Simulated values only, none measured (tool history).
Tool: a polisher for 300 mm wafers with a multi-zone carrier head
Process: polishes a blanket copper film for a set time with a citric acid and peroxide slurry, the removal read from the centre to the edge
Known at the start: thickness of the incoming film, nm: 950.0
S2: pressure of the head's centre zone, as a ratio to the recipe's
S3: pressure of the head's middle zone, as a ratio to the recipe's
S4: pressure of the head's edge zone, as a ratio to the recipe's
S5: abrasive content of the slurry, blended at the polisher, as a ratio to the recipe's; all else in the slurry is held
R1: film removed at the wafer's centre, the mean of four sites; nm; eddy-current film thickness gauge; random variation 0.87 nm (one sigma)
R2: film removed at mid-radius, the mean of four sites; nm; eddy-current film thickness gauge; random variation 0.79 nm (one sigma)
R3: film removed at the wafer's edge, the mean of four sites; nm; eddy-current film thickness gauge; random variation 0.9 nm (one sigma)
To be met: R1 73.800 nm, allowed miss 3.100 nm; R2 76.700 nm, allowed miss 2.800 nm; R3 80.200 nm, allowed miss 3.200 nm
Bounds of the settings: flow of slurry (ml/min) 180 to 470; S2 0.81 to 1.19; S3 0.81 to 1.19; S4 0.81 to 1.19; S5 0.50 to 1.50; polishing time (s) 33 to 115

run 1 day=0.000 | flow_of_slurry_(ml/min)=300 S2=1.00 S3=1.00 S4=1.00 S5=1.00 polishing_time_(s)=73 | R1=174.770 R2=171.480 R3=169.310
run 2 day=0.367 | flow_of_slurry_(ml/min)=300 S2=1.00 S3=1.05 S4=1.00 S5=1.00 polishing_time_(s)=73 | R1=171.060 R2=179.000 R3=172.100
run 3 day=0.433 | flow_of_slurry_(ml/min)=260 S2=0.94 S3=0.99 S4=0.98 S5=0.85 polishing_time_(s)=59 | R1=125.870 R2=127.800 R3=129.390
run 4 day=0.725 | flow_of_slurry_(ml/min)=250 S2=0.90 S3=0.97 S4=0.95 S5=0.75 polishing_time_(s)=51 | R1=96.837 R2=103.710 R3=105.650
run 5 day=1.042 | flow_of_slurry_(ml/min)=250 S2=0.89 S3=0.94 S4=0.91 S5=0.65 polishing_time_(s)=49 | R1=88.542 R2=94.088 R3=96.501
run 6 day=1.271 | flow_of_slurry_(ml/min)=250 S2=0.88 S3=0.92 S4=0.88 S5=0.60 polishing_time_(s)=47 | R1=81.411 R2=85.087 R3=86.973
run 7 day=1.412 | flow_of_slurry_(ml/min)=250 S2=0.86 S3=0.90 S4=0.86 S5=0.60 polishing_time_(s)=47 | R1=80.636 R2=84.448 R3=86.579
run 8 day=1.692 | flow_of_slurry_(ml/min)=245 S2=0.85 S3=0.88 S4=0.85 S5=0.60 polishing_time_(s)=47 | R1=78.836 R2=81.475 R3=86.389
run 9 day=1.942 | flow_of_slurry_(ml/min)=245 S2=0.85 S3=0.88 S4=0.84 S5=0.55 polishing_time_(s)=47 | R1=76.800 R2=80.250 R3=84.209
run 10 day=2.138 | flow_of_slurry_(ml/min)=245 S2=0.85 S3=0.88 S4=0.83 S5=0.55 polishing_time_(s)=47 | R1=76.590 R2=81.247 R3=82.818
-- day=2.333 worn pad replaced by a new one
run 11 day=2.333 | flow_of_slurry_(ml/min)=245 S2=0.85 S3=0.88 S4=0.83 S5=0.55 polishing_time_(s)=47 | R1=84.720 R2=87.121 R3=88.609
run 12 day=2.504 | flow_of_slurry_(ml/min)=235 S2=0.81 S3=0.84 S4=0.82 S5=0.50 polishing_time_(s)=40 | R1=64.242 R2=68.231 R3=72.170
run 13 day=2.762 | flow_of_slurry_(ml/min)=255 S2=0.83 S3=0.86 S4=0.84 S5=0.55 polishing_time_(s)=40 | R1=69.719 R2=73.401 R3=76.299

5 next moves are on the table. One of them brings every result within its allowed miss. Which?
run A day=3.021 | flow_of_slurry_(ml/min)=405 S2=0.93 S3=0.85 S4=0.90 S5=0.50 polishing_time_(s)=39 | R1=? R2=? R3=?
run B day=3.021 | flow_of_slurry_(ml/min)=275 S2=0.92 S3=0.85 S4=0.85 S5=0.50 polishing_time_(s)=40 | R1=? R2=? R3=?
run C day=3.021 | flow_of_slurry_(ml/min)=265 S2=0.89 S3=0.81 S4=0.83 S5=0.60 polishing_time_(s)=38 | R1=? R2=? R3=?
run D day=3.021 | flow_of_slurry_(ml/min)=295 S2=0.86 S3=0.88 S4=0.87 S5=0.55 polishing_time_(s)=41 | R1=? R2=? R3=?
run E day=3.021 | flow_of_slurry_(ml/min)=330 S2=0.87 S3=1.04 S4=0.81 S5=0.50 polishing_time_(s)=38 | R1=? R2=? R3=?

move=A R1=76.351 R2=70.391 R3=78.376
move=B R1=74.983 R2=70.076 R3=76.945
move=C R1=73.196 R2=67.922 R3=77.011
move=D R1=75.068 R2=76.916 R3=82.594
move=E R1=68.788 R2=80.024 R3=72.509
A: brings the result that was furthest off to its target, and leaves another outside
B: brings the result that was furthest off to its target, and leaves another outside
C: brings the result that was furthest off to its target, and leaves another outside
D: meets every target
E: further off than the last run
Move D is the one to make.

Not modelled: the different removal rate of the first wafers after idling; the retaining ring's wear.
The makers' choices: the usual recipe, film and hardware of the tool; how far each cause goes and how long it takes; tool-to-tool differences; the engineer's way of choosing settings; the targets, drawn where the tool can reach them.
